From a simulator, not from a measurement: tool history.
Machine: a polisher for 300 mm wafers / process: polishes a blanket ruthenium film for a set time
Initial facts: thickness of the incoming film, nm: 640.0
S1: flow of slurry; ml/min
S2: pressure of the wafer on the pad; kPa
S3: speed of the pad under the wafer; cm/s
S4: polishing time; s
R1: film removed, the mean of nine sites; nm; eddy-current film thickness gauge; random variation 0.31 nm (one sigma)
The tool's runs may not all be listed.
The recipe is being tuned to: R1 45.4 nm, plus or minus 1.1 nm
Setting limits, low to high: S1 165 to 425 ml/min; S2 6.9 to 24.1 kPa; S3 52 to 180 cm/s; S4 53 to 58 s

run,hour,S1,S2,S3,S4,R1
1,0,275,15.2,116,58,69.931
2,3.3,235,15.2,116,58,67.436
3,8,235,16.5,116,58,74.795
4,9,235,16.5,100,58,63.926
5,11.3,235,16.5,100,58,64.922
6,19.9,235,16.5,82,58,52.859
7,21.6,230,16.5,82,58,53.075
8,25.4,225,16.5,82,58,53.007
9,32.1,220,13.8,82,58,44.375
10,38.8,230,13.8,82,58,44.689
11,46.1,230,13.8,82,58,44.647

Consider the 4 candidate settings below. Which is the only one whose results all fall within their allowed miss of target?
A,53.4,250,11.7,94,58,?
B,53.4,205,12.4,96,58,?
C,53.4,260,17.9,62,55,?
D,53.4,215,13.8,80,58,?

move,R1
A,43.235
B,45.395
C,41.771
D,42.475
A: misses by more than the last run did
B: hits every target within its allowed miss
C: misses by more than the last run did
D: misses by more than the last run did
So the answer is move B, the one that meets all the targets.
